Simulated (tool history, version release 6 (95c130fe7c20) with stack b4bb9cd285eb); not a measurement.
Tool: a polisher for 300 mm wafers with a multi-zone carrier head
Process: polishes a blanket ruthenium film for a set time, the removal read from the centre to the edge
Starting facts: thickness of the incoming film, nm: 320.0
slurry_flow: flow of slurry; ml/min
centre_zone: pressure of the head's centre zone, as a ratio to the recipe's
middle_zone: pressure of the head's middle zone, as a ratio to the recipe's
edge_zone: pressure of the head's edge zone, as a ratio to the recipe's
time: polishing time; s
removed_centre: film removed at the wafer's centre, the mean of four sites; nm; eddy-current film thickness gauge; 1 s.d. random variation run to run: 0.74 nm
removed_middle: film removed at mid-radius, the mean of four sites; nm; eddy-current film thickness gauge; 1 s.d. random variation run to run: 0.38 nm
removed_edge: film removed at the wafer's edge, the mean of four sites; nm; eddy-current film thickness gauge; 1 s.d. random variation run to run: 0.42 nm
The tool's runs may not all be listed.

run  hour  slurry_flow  centre_zone  middle_zone  edge_zone  time  removed_centre  removed_middle  removed_edge
  1   0.0          225         1.00         1.00       1.00    60         100.760         101.230       100.420
  2   2.9          225         1.09         1.00       1.00    60         105.510         100.820       101.010
  3   7.5          225         1.14         1.00       1.00    60         107.330         101.880       100.900
  4   8.2          270         1.14         1.00       1.00    60         109.660         101.960       103.020
  5  12.8          260         1.08         0.97       0.98    54          93.668          90.010        90.488
  6  21.2          260         1.08         0.97       0.98    40          71.634          66.356        67.033
  7  29.7          250         1.04         0.95       0.98    40          69.815          65.022        66.952
  8  36.7          250         1.04         0.95       0.98    40          69.636          65.990        68.065
  9  42.3          240         1.02         0.93       0.97    40          68.163          64.775        66.718
 10  48.3          230         1.00         0.91       0.97    40          67.186          62.367        66.534
 11  53.5          230         1.00         0.91       0.97    40          66.558          62.874        66.308
 12  57.9          220         0.98         0.90       0.97    40          66.683          61.493        65.928
 13  63.6          215         0.95         0.90       0.97    40          64.261          61.710        65.318
 14  70.2          210         0.94         0.89       0.97    40          62.601          60.511        66.475

What does the tool deliver on the next run?
 15  71.8          205         0.94         0.89       0.96    40               ?               ?             ?

{"run 15": {"removed_centre": 62.928, "removed_middle": 60.466, "removed_edge": 65.542}}
